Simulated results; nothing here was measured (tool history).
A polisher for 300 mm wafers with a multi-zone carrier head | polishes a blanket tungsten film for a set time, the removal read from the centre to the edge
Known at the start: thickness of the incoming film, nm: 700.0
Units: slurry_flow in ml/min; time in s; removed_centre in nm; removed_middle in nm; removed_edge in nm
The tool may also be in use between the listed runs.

| run | day | slurry_flow | centre_zone | middle_zone | edge_zone | slurry_solids | time | removed_centre | removed_middle | removed_edge |
|---|---|---|---|---|---|---|---|---|---|---|
| 1 | 0 | 315 | 1 | 1 | 1 | 1 | 32 | 251.34 | 248.66 | 256.78 |
| 2 | 0.358 | 315 | 1 | 1 | 1 | 1 | 29 | 224.72 | 224.78 | 228.41 |
| 3 | 0.696 | 315 | 1.02 | 0.99 | 1.02 | 1.05 | 31 | 249.12 | 239.96 | 250.64 |
| 4 | 0.883 | 315 | 1.06 | 0.99 | 1.02 | 1.05 | 31 | 260.32 | 247.55 | 249.48 |
| 5 | 0.988 | 315 | 1.06 | 0.99 | 1.02 | 1.05 | 24 | 197.45 | 185.12 | 196.06 |
| 6 | 1.304 | 315 | 1.06 | 0.99 | 1.02 | 1.05 | 16 | 134.31 | 121.95 | 131.91 |
| 7 | 1.517 | 315 | 1.08 | 0.97 | 1.04 | 1.1 | 19 | 161.1 | 146.9 | 159.99 |
| 8 | 1.646 | 320 | 1.1 | 0.95 | 1.05 | 1.1 | 22 | 192.74 | 168.17 | 187.01 |
| 9 | 1.821 | 325 | 1.11 | 0.94 | 1.06 | 1.15 | 24 | 216.6 | 184.94 | 205.08 |
| 10 | 2.029 | 325 | 1.11 | 0.93 | 1.08 | 1.2 | 26 | 239.96 | 200.52 | 235.97 |

Run 11 is up next; what results do you expect?
| 11 | 2.267 | 325 | 1.11 | 0.93 | 1.08 | 1.2 | 26 | ? | ? | ? |

removed_centre: 241.55 nm
removed_middle: 199.86 nm
removed_edge: 223.88 nm
